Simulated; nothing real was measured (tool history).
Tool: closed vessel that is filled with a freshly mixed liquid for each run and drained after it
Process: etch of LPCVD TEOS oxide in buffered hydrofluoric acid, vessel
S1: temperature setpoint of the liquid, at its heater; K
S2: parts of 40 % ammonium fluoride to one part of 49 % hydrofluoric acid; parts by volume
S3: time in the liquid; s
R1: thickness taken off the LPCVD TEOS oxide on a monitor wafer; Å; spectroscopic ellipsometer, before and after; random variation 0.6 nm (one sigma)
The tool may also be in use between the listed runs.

{"run": 1, "hour": 0.0, "S1": 294.15, "S2": 11.5, "S3": 105, "R1": 1576.6}
{"run": 2, "hour": 3.3, "S1": 294.15, "S2": 11.5, "S3": 105, "R1": 1544.2}
{"run": 3, "hour": 7.4, "S1": 294.15, "S2": 9, "S3": 105, "R1": 1917.5}
{"run": 4, "hour": 14.7, "S1": 295.65, "S2": 9, "S3": 105, "R1": 2084}
{"run": 5, "hour": 19.8, "S1": 293.15, "S2": 9, "S3": 105, "R1": 1786.8}
{"run": 6, "hour": 23.3, "S1": 293.15, "S2": 9, "S3": 110, "R1": 1876.8}
{"run": 7, "hour": 24.7, "S1": 292.15, "S2": 11, "S3": 110, "R1": 1521.8}

Run 8 comes next. What will it give?
{"run": 8, "hour": 26.9, "S1": 290.15, "S2": 14.5, "S3": 110, "R1": "?"}

{"run 8": {"R1": 1038.2}}

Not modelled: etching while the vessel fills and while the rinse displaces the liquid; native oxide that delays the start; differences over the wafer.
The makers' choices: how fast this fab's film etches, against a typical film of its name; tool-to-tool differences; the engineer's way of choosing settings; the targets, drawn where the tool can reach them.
